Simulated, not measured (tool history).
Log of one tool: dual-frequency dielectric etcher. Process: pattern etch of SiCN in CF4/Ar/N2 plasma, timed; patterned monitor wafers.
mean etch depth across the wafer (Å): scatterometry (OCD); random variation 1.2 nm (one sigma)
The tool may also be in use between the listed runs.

run	hour	source power (kW)	bias power (kW)	Ar flow (sccm)	CF4 flow (sccm)	etch time (s)	mean etch depth across the wafer (Å)
1	0.0	0.430	0.053	89	55	219.0	1658.2
2	1.6	0.470	0.053	89	55	219.0	1801.0
3	2.9	0.510	0.053	89	55	219.0	1978.4
4	11.9	0.520	0.053	89	55	219.0	2021.4
5	19.9	0.520	0.053	89	55	219.0	2016.1
6	20.6	0.530	0.053	89	55	219.0	2051.3
7	28.1	0.540	0.053	89	55	219.0	2079.4

Forecast run 8:
8	31.6	0.550	0.053	89	55	219.0	?

{"run 8": {"mean etch depth across the wafer (Å)": 2158.7}}
